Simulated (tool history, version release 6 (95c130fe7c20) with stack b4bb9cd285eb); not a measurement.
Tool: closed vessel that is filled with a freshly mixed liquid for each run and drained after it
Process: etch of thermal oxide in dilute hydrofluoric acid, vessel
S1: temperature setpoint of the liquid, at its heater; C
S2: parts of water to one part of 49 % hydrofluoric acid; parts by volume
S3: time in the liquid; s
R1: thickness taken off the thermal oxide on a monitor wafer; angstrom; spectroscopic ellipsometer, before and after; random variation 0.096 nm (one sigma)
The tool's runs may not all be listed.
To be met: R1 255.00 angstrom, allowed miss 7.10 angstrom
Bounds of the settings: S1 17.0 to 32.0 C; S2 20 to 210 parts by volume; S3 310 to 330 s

run	hour	S1	S2	S3	R1
1	0.0	24.0	115	310	115.54
2	2.7	27.5	115	310	132.30
3	5.9	28.0	110	310	142.55
4	8.0	28.0	110	330	150.38
5	11.2	28.0	110	330	150.56
6	16.8	28.0	135	330	118.25
7	21.3	28.5	125	330	132.84
8	23.5	29.0	115	330	148.83
9	28.3	29.5	110	330	160.22
10	31.0	30.0	105	330	171.41

4 next moves are on the table. One of them brings every result within its allowed miss. Which?
A	33.7	32.0	80	330	?
B	33.7	30.5	80	330	?
C	33.7	29.5	85	330	?
D	33.7	32.0	75	330	?

move	R1
A	251.20
B	237.38
C	213.51
D	270.02
A: meets every target
B: nearer than the last run, and not there yet
C: nearer than the last run, and not there yet
D: takes the result that was furthest off past its target
Move A is the one to make.

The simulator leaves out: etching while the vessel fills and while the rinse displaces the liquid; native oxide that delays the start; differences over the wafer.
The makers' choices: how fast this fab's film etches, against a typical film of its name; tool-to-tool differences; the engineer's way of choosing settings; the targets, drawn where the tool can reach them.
